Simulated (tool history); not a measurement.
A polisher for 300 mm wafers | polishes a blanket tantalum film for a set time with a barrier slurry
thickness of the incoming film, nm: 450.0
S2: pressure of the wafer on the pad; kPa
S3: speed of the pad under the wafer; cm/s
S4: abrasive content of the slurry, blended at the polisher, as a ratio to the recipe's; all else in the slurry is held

run 1 hour=0.0 | flow_of_slurry_(ml/min)=120 S2=14.5 S3=92 S4=1.0 polishing_time_(s)=24 | film_removed_(angstrom)=336.46
run 2 hour=3.7 | flow_of_slurry_(ml/min)=120 S2=17.9 S3=92 S4=1.0 polishing_time_(s)=24 | film_removed_(angstrom)=409.32
run 3 hour=11.8 | flow_of_slurry_(ml/min)=120 S2=17.9 S3=106 S4=1.0 polishing_time_(s)=24 | film_removed_(angstrom)=464.07
run 4 hour=12.7 | flow_of_slurry_(ml/min)=120 S2=15.2 S3=100 S4=1.0 polishing_time_(s)=24 | film_removed_(angstrom)=383.38
run 5 hour=21.6 | flow_of_slurry_(ml/min)=120 S2=13.1 S3=94 S4=1.0 polishing_time_(s)=24 | film_removed_(angstrom)=316.67
run 6 hour=30.4 | flow_of_slurry_(ml/min)=120 S2=11.7 S3=90 S4=1.0 polishing_time_(s)=24 | film_removed_(angstrom)=278.66

The next listed run, before its measurement:
run 7 hour=36.1 | flow_of_slurry_(ml/min)=120 S2=10.3 S3=88 S4=1.0 polishing_time_(s)=24 | film_removed_(angstrom)=?

Run 7 gave film removed (angstrom) 246.61.
